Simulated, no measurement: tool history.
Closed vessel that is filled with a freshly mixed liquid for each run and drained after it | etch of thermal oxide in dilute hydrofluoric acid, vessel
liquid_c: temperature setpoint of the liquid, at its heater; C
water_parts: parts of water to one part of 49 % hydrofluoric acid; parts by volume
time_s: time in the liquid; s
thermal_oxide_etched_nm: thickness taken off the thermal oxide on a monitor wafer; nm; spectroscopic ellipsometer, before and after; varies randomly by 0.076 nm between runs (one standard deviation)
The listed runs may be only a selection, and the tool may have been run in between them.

run	hour	liquid_c	water_parts	time_s	thermal_oxide_etched_nm
1	0	23	120	325	11.37
2	2.8	23.5	120	325	11.58
3	7.3	23.5	120	325	11.518
4	13.6	23.5	140	325	9.7074
5	19.2	24	135	325	10.267
6	22.9	24.5	130	325	10.987
7	25.3	25	125	325	11.728
8	28	25.5	120	325	12.493
9	36.7	26	120	325	12.744
10	43.8	26.5	120	325	13.029
11	50.1	27	120	325	13.293
12	53.6	27.5	120	325	13.583
13	59.7	28	120	325	13.792
14	68.4	31	95	325	20.314

What does the tool deliver on the next run?
15	72.3	31	95	325	?

thermal_oxide_etched_nm: 20.314 nm

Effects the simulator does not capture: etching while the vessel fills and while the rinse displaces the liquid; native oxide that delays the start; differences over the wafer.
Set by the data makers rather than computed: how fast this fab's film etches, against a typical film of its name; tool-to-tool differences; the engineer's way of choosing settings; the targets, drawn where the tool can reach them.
